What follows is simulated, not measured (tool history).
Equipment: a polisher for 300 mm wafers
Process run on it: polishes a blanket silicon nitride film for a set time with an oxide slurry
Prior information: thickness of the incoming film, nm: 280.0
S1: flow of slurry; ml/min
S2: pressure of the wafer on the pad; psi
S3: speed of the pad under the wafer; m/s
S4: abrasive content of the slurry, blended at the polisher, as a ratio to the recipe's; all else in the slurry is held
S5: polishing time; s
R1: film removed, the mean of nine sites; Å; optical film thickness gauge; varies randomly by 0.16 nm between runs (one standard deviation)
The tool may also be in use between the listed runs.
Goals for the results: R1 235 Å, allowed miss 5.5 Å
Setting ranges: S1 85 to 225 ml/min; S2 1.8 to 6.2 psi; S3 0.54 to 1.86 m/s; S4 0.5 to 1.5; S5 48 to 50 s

{"run": 1, "hour": 0.0, "S1": 145, "S2": 4, "S3": 1.18, "S4": 1, "S5": 48, "R1": 363.73}
{"run": 2, "hour": 1.6, "S1": 145, "S2": 4, "S3": 1.18, "S4": 1, "S5": 50, "R1": 378.36}
{"run": 3, "hour": 2.9, "S1": 180, "S2": 4, "S3": 1.18, "S4": 1, "S5": 50, "R1": 387.2}
{"run": 4, "hour": 10.3, "S1": 180, "S2": 3.4, "S3": 1.18, "S4": 1, "S5": 50, "R1": 334.84}
{"run": 5, "hour": 19.0, "S1": 180, "S2": 3.4, "S3": 1.18, "S4": 0.9, "S5": 50, "R1": 302.7}
{"run": 6, "hour": 26.9, "S1": 180, "S2": 3.4, "S3": 1.18, "S4": 0.9, "S5": 48, "R1": 296.86}
{"run": 7, "hour": 32.0, "S1": 175, "S2": 3.1, "S3": 1.18, "S4": 0.9, "S5": 48, "R1": 266.75}
{"run": 8, "hour": 39.3, "S1": 170, "S2": 3, "S3": 1.18, "S4": 0.9, "S5": 48, "R1": 260.75}
{"run": 9, "hour": 42.9, "S1": 165, "S2": 2.9, "S3": 1.18, "S4": 0.9, "S5": 48, "R1": 250.92}

Next run, 5 choices. One meets every target within its allowed miss, the rest don't. Which?
{"run": "A", "hour": 46.5, "S1": 135, "S2": 2.5, "S3": 1.68, "S4": 0.75, "S5": 48, "R1": "?"}
{"run": "B", "hour": 46.5, "S1": 190, "S2": 2.9, "S3": 1.28, "S4": 0.9, "S5": 49, "R1": "?"}
{"run": "C", "hour": 46.5, "S1": 165, "S2": 2.8, "S3": 1.22, "S4": 0.9, "S5": 48, "R1": "?"}
{"run": "D", "hour": 46.5, "S1": 140, "S2": 2.8, "S3": 1.32, "S4": 0.95, "S5": 48, "R1": "?"}
{"run": "E", "hour": 46.5, "S1": 150, "S2": 3.1, "S3": 1.2, "S4": 0.8, "S5": 50, "R1": "?"}

move=A R1=235.84
move=B R1=275.15
move=C R1=246.41
move=D R1=267.37
move=E R1=249.32
A: meets every target
B: its largest miss is bigger than the last run's
C: better than the last run, though not everything is in spec
D: its largest miss is bigger than the last run's
E: better than the last run, though not everything is in spec
A meets every target.
